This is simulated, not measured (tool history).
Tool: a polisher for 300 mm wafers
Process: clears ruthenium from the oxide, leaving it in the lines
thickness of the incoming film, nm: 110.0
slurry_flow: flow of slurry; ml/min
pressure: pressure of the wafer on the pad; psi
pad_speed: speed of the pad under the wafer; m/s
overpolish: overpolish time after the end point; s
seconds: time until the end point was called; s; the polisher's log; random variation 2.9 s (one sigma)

run,hour,slurry_flow,pressure,pad_speed,overpolish,seconds
1,0,125,2.3,0.92,22,112.56
2,5.3,125,2.3,0.92,22,114.13
3,13,125,2,0.9,22,131.8
4,21.6,125,2,1,22,114.33
5,30.2,125,2,1,22,119.43
6,37.8,125,2,1,22,121.11
7,45.1,125,1.8,0.98,22,132.3
8,49.1,125,1.6,0.98,22,145.75
9,56,125,1.6,0.98,22,148.57

Forecast run 10:
10,62.1,120,1.3,0.96,22,?

seconds: 190.93 s
